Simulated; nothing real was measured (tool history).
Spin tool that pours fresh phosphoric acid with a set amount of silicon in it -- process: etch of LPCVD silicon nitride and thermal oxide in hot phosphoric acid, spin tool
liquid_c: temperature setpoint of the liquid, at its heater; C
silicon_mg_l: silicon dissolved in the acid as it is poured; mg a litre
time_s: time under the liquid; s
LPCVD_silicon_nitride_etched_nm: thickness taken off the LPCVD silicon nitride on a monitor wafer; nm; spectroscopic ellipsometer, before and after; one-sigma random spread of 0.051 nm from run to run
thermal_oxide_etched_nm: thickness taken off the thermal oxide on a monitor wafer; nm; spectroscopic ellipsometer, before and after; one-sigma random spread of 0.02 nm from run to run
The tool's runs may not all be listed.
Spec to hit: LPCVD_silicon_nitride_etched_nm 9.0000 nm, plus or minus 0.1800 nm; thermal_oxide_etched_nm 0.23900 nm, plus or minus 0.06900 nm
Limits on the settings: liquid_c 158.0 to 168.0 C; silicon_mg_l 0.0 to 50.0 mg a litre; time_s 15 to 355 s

| run | hour | liquid_c | silicon_mg_l | time_s | LPCVD_silicon_nitride_etched_nm | thermal_oxide_etched_nm |
|---|---|---|---|---|---|---|
| 1 | 0.0 | 163.0 | 22.0 | 180 | 17.2760 | 0.38454 |
| 2 | 5.6 | 161.5 | 22.0 | 180 | 16.3750 | 0.36918 |
| 3 | 6.3 | 161.0 | 21.0 | 165 | 14.8480 | 0.29120 |
| 4 | 8.1 | 161.0 | 21.0 | 200 | 17.8270 | 0.32801 |
| 5 | 12.2 | 160.5 | 18.5 | 180 | 16.0100 | 0.37180 |
| 6 | 14.3 | 160.0 | 18.0 | 160 | 13.8240 | 0.30479 |
| 7 | 19.2 | 159.5 | 17.0 | 150 | 12.8080 | 0.27394 |
| 8 | 23.7 | 159.5 | 15.5 | 140 | 11.8760 | 0.25560 |
| 9 | 28.5 | 158.0 | 4.0 | 95 | 7.7514 | 0.21045 |
| 10 | 32.9 | 158.5 | 5.5 | 95 | 7.7930 | 0.19635 |
| 11 | 33.7 | 159.5 | 6.5 | 95 | 8.1349 | 0.22075 |
| 12 | 39.0 | 160.0 | 8.0 | 95 | 8.2372 | 0.24611 |
| 13 | 43.7 | 160.0 | 8.0 | 95 | 8.2315 | 0.20919 |
| 14 | 50.8 | 160.5 | 8.5 | 95 | 8.3571 | 0.19267 |
| 15 | 56.8 | 162.5 | 1.5 | 100 | 9.3955 | 0.31381 |
| 16 | 59.9 | 162.5 | 3.0 | 100 | 9.4608 | 0.27329 |
| 17 | 64.7 | 162.5 | 3.5 | 100 | 9.5169 | 0.29587 |
| 18 | 70.0 | 162.5 | 3.5 | 100 | 9.4514 | 0.31906 |
| 19 | 72.3 | 162.5 | 4.5 | 100 | 9.4860 | 0.27994 |
| 20 | 79.4 | 162.5 | 5.0 | 100 | 9.4885 | 0.32485 |

4 next moves are on the table. One of them brings every result within its allowed miss. Which?
| A | 86.5 | 158.0 | 32.5 | 110 | ? | ? |
| B | 86.5 | 162.0 | 12.5 | 100 | ? | ? |
| C | 86.5 | 159.0 | 27.5 | 120 | ? | ? |
| D | 86.5 | 161.0 | 9.5 | 100 | ? | ? |

| move | LPCVD_silicon_nitride_etched_nm | thermal_oxide_etched_nm |
|---|---|---|
| A | 8.8686 | 0.10725 |
| B | 9.2216 | 0.24771 |
| C | 10.0080 | 0.15408 |
| D | 8.9191 | 0.24638 |
A: the worst result of the last run now meets its target, but another is out of spec
B: nearer than the last run, and not there yet
C: its largest miss is bigger than the last run's
D: each result inside its tolerance
The move that meets every target is D.
